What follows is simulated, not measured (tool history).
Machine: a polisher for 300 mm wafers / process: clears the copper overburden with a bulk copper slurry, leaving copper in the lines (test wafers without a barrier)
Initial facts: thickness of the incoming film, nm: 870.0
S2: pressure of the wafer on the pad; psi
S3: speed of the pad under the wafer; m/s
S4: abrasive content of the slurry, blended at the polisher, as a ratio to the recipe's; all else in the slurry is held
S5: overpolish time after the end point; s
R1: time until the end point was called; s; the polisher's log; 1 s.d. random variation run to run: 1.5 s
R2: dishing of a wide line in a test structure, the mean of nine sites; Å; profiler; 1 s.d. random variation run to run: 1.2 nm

Run 1, hour 0: flow of slurry (ml/min) 125, S2 2.4 psi, S3 1.06 m/s, S4 1, S5 22 s. Result: R1 100.02 s, R2 1062.9 Å.
Run 2, hour 8.3: flow of slurry (ml/min) 125, S2 2.4 psi, S3 1.06 m/s, S4 1, S5 28 s. Result: R1 100.17 s, R2 1217.6 Å.
Run 3, hour 15.8: flow of slurry (ml/min) 135, S2 2.4 psi, S3 1.06 m/s, S4 1, S5 28 s. Result: R1 99.333 s, R2 1246.6 Å.
Run 4, hour 24.8: flow of slurry (ml/min) 135, S2 2.4 psi, S3 1.06 m/s, S4 1, S5 22 s. Result: R1 98.328 s, R2 1054.8 Å.
Run 5, hour 25.8: flow of slurry (ml/min) 135, S2 2.4 psi, S3 1.06 m/s, S4 1, S5 26 s. Result: R1 98.07 s, R2 1172 Å.
Run 6, hour 29.5: flow of slurry (ml/min) 135, S2 2.2 psi, S3 1.06 m/s, S4 1, S5 26 s. Result: R1 107.18 s, R2 1107 Å.

What will run 7 give?
Run 7, hour 38.1: flow of slurry (ml/min) 130, S2 2.2 psi, S3 1.06 m/s, S4 1, S5 26 s. Result: R1 ?, R2 ?.

{"run 7": {"R1": 106.45, "R2": 1104.6}}

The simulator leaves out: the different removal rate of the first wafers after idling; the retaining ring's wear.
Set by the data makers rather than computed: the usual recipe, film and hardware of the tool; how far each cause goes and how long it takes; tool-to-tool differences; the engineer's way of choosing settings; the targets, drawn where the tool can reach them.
